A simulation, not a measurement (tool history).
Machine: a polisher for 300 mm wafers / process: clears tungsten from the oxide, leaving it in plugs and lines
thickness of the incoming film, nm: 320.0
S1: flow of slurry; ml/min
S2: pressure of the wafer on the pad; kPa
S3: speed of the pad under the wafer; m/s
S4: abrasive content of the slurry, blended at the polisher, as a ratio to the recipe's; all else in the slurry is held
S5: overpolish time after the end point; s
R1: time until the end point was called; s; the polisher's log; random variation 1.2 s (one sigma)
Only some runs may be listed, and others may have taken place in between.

run	day	S1	S2	S3	S4	S5	R1
1	0	160	19.3	1	1	5	84.138
2	0.071	145	19.3	1	1	5	86.849
3	0.242	145	19.3	1	1	5	84.651
4	0.267	145	20	1	1	5	80.781
5	0.429	145	20	1	1	5	82.611
6	0.771	115	20	1	1	5	87.375
7	1.062	120	20.7	1	1	5	84.944
8	1.092	130	21.4	1	1	5	79.421

Estimate the outcome of run 9 from the log above:
9	1.208	135	22.1	1	1	5	?

Run 9 gave R1 75.248 s.
